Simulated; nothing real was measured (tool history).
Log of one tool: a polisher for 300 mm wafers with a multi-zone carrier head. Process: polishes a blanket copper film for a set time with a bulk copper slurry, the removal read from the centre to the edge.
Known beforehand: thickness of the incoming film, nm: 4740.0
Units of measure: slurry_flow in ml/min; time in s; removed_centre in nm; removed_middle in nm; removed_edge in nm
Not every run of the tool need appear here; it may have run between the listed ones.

run,hour,slurry_flow,centre_zone,middle_zone,edge_zone,slurry_solids,time,removed_centre,removed_middle,removed_edge
1,0.0,275,1.00,1.00,1.00,1.00,81,505.75,493.80,490.31
2,8.5,275,0.99,0.99,0.98,0.95,79,483.88,465.72,471.12
3,10.8,275,0.98,0.99,0.96,0.90,77,450.59,451.34,460.40
4,14.4,275,1.00,1.00,0.95,0.85,74,448.61,427.01,426.15
5,17.1,275,1.00,1.00,0.95,0.95,74,458.26,441.80,444.79
6,23.0,275,1.00,1.05,0.95,0.95,74,464.47,456.88,439.72
7,30.2,275,1.00,1.05,0.95,0.90,72,433.69,439.74,431.11
8,35.4,285,1.09,1.00,0.85,0.65,56,338.38,303.52,282.82

For run 9, what comes out?
9,36.5,285,1.08,1.01,0.87,0.65,56,?,?,?

Run 9 came out at removed_centre 333.02 nm, removed_middle 308.93 nm, removed_edge 292.98 nm.
